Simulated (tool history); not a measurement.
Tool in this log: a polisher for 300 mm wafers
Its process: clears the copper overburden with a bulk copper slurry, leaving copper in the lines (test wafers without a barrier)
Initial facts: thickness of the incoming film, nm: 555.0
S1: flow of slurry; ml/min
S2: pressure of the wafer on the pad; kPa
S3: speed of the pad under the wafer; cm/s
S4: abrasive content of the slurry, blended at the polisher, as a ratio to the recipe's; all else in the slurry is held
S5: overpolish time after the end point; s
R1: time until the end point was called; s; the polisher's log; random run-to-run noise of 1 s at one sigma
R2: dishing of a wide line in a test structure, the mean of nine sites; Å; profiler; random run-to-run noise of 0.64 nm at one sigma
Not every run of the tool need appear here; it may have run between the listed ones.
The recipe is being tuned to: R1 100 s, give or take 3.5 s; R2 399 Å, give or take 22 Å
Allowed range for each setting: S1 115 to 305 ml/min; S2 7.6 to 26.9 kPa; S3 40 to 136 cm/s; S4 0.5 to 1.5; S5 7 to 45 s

run	day	S1	S2	S3	S4	S5	R1	R2
1	0	195	17.2	88	1	23	101.06	837.74
2	0.204	150	17.2	88	1	23	107.21	822.53
3	0.308	150	17.2	88	1	15	105.7	597.64
4	0.412	150	17.2	90	1	14	102.98	575.92
5	0.529	150	17.2	92	1	13	102.02	542.57
6	0.675	150	17.2	92	1	7	101.02	327.8
7	0.858	145	17.2	92	1	7	100.02	322.17
8	1.021	140	17.2	90	1	9	105.08	399.48
9	1.175	150	17.2	90	1	9	104.13	399.92
10	1.317	160	17.9	90	1	8	98.967	375.56
11	1.683	160	17.9	90	1	8	100.46	381.84

Next run, 4 choices. One meets every target within its allowed miss, the rest don't. Which?
A	2.05	195	17.9	84	0.95	8	?	?
B	2.05	195	13.8	104	1.05	9	?	?
C	2.05	195	16.5	90	1.05	8	?	?
D	2.05	165	17.2	90	1.1	9	?	?

move	R1	R2
A	101.63	353.39
B	104.47	376.78
C	100.83	354.56
D	98.741	399.83
A: moves away from the targets compared with the last run
B: moves away from the targets compared with the last run
C: moves away from the targets compared with the last run
D: hits every target within its allowed miss
The move that meets every target is D.
